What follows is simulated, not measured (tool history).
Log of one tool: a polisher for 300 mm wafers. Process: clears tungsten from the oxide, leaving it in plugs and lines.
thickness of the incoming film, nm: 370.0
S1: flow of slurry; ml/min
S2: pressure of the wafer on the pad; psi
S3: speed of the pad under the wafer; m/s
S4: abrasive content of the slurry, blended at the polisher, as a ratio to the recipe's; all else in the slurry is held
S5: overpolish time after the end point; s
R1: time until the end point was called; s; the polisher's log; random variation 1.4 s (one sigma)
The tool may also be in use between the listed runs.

run	hour	S1	S2	S3	S4	S5	R1
1	0	245	3.2	1.4	1	21	73.161
2	8.3	245	2.9	1.4	1	21	81.776
3	13.5	245	3.3	1.4	1	21	71.956
4	17.6	245	3.3	1.7	1	21	58.802
5	21.2	245	3.3	1.7	0.9	21	62.179
6	26.3	245	3.3	1.7	0.75	21	63.937
7	33.2	235	2.4	1.32	0.7	21	112.21
8	37.3	230	1.5	1.26	0.7	21	183.82

Forecast run 9:
9	40.3	240	1.7	1.26	0.7	21	?

R1: 165.41 s

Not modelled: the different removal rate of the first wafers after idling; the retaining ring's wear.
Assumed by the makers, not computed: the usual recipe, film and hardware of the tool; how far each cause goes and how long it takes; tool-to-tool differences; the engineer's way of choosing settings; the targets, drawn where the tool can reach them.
